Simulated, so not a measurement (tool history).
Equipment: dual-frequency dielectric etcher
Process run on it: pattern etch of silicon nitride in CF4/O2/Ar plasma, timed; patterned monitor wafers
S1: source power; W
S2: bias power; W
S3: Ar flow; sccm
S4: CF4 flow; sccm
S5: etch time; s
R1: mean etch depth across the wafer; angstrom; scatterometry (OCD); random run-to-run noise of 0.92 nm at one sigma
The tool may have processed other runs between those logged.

run,hour,S1,S2,S3,S4,S5,R1
1,0,430,39,108,106,140.5,1901
2,5.8,360,39,108,106,140.5,1600.8
3,13.1,360,46,108,106,140.5,1724
4,19.9,360,46,92,106,140.5,1756.7
5,26.6,350,46,92,106,140.5,1705.5
6,29,290,46,92,106,140.5,1432.5

Predict the results of run 7:
7,37.9,300,46,92,106,140.5,?

{"run 7": {"R1": 1490.3}}
